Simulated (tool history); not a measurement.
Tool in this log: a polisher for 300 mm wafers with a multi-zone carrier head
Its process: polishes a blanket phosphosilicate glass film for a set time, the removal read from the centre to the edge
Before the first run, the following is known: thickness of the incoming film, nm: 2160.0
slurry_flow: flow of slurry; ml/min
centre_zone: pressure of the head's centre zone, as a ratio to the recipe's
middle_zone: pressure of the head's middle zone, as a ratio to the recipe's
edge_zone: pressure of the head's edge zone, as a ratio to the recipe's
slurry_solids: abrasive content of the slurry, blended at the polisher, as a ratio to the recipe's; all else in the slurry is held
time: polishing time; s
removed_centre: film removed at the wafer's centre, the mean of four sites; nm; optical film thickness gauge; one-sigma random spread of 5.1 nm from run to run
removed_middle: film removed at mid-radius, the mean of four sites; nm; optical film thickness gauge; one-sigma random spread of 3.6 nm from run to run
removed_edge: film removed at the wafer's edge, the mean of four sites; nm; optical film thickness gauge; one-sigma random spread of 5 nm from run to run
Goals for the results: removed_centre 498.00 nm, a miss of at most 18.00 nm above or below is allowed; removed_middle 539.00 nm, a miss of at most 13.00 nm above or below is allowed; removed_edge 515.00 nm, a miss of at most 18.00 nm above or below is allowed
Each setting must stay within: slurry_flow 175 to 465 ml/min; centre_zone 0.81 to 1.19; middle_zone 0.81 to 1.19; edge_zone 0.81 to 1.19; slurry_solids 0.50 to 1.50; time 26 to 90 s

run	hour	slurry_flow	centre_zone	middle_zone	edge_zone	slurry_solids	time	removed_centre	removed_middle	removed_edge
1	0.0	295	1.00	1.00	1.00	1.00	58	474.10	470.51	476.47
2	7.3	295	0.92	1.00	1.00	1.00	58	438.55	467.32	478.14
3	8.7	315	0.95	1.03	1.02	1.00	58	462.12	482.88	487.62
4	11.9	265	0.95	1.03	1.02	1.00	58	450.90	470.52	471.48
5	16.2	265	0.95	1.06	1.02	1.00	58	452.13	481.33	474.41
6	17.0	265	0.95	1.02	1.02	1.00	58	454.94	471.10	474.51
7	19.7	295	0.96	1.06	1.04	1.00	58	458.88	487.47	480.96
8	24.1	320	0.97	1.08	1.06	1.00	58	478.08	503.04	499.38
9	24.9	385	0.97	1.14	1.05	1.00	58	475.22	531.47	494.46
10	32.1	390	0.98	1.14	1.06	1.00	58	483.71	532.72	492.73

Below are 4 possible settings for the next run. Only one of them brings all results inside the allowed miss of their targets. Which is it?
A	39.3	395	0.96	1.19	0.97	1.15	53	?	?	?
B	39.3	425	0.88	1.13	1.03	0.85	63	?	?	?
C	39.3	425	1.01	1.15	1.04	1.10	54	?	?	?
D	39.3	390	0.99	1.13	1.10	1.05	58	?	?	?

move	removed_centre	removed_middle	removed_edge
A	456.47	525.52	450.37
B	445.86	537.42	494.05
C	484.41	515.00	469.19
D	497.63	532.65	507.04
A: lands further from the targets than the last run did
B: lands further from the targets than the last run did
C: lands further from the targets than the last run did
D: all results land within tolerance of their targets
D is the move that brings every result within its allowed miss.

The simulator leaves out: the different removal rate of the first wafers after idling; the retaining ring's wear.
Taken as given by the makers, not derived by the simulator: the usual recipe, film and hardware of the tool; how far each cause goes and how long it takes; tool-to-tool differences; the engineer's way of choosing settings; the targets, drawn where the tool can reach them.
